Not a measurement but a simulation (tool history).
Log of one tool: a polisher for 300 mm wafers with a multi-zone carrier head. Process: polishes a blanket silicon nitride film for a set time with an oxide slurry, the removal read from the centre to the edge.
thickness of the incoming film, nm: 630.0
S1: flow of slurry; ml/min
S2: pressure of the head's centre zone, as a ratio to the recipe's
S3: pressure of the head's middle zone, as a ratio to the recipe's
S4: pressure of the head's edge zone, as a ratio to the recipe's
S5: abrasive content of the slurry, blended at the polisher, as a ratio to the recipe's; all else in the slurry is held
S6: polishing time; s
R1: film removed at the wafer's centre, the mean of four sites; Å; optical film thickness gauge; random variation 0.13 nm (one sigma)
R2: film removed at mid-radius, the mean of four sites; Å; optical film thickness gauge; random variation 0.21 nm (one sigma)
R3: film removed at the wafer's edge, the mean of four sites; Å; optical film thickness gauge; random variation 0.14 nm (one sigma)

run 1 hour=0 | S1=160 S2=1 S3=1 S4=1 S5=1 S6=40 | R1=289.23 R2=291.95 R3=295.61
run 2 hour=8.3 | S1=155 S2=0.99 S3=0.99 S4=0.97 S5=0.9 S6=38 | R1=258.38 R2=251 R3=266.34
run 3 hour=16.1 | S1=160 S2=0.99 S3=1.02 S4=0.95 S5=0.8 S6=36 | R1=230.89 R2=229.95 R3=234.71
run 4 hour=19.3 | S1=160 S2=0.99 S3=1.08 S4=0.95 S5=0.8 S6=36 | R1=232.66 R2=245.26 R3=235.31
run 5 hour=21.4 | S1=160 S2=0.98 S3=1.07 S4=0.93 S5=0.75 S6=35 | R1=220.12 R2=225.99 R3=215.47
run 6 hour=26.3 | S1=155 S2=0.95 S3=1.06 S4=0.91 S5=0.7 S6=35 | R1=199.35 R2=217.27 R3=205
run 7 hour=32 | S1=155 S2=0.95 S3=1.04 S4=0.89 S5=0.65 S6=35 | R1=193.39 R2=206.46 R3=196.86
run 8 hour=36.5 | S1=150 S2=0.95 S3=1.02 S4=0.88 S5=0.6 S6=35 | R1=185.88 R2=191.67 R3=183.2
run 9 hour=40.9 | S1=140 S2=0.94 S3=1.01 S4=0.88 S5=0.6 S6=35 | R1=181.03 R2=184.25 R3=182.49
run 10 hour=47.7 | S1=135 S2=0.94 S3=1.01 S4=0.87 S5=0.6 S6=35 | R1=179.12 R2=186.55 R3=186.31
run 11 hour=50.5 | S1=140 S2=0.93 S3=1 S4=0.86 S5=0.6 S6=35 | R1=176.6 R2=193.32 R3=184.36
run 12 hour=59.2 | S1=135 S2=0.93 S3=0.99 S4=0.86 S5=0.6 S6=35 | R1=178.99 R2=188.12 R3=185.6
run 13 hour=67.7 | S1=135 S2=0.93 S3=0.98 S4=0.86 S5=0.6 S6=35 | R1=178.49 R2=183.65 R3=183.63
run 14 hour=70.1 | S1=135 S2=0.93 S3=0.98 S4=0.85 S5=0.6 S6=35 | R1=179.98 R2=187.98 R3=185.21
run 15 hour=76 | S1=130 S2=0.93 S3=0.98 S4=0.85 S5=0.6 S6=35 | R1=177.43 R2=183 R3=184.49

Run 16 comes next. What will it give?
run 16 hour=81.9 | S1=115 S2=0.95 S3=0.98 S4=0.81 S5=0.5 S6=34 | R1=? R2=? R3=?

{"run 16": {"R1": 153.31, "R2": 157.78, "R3": 156.93}}

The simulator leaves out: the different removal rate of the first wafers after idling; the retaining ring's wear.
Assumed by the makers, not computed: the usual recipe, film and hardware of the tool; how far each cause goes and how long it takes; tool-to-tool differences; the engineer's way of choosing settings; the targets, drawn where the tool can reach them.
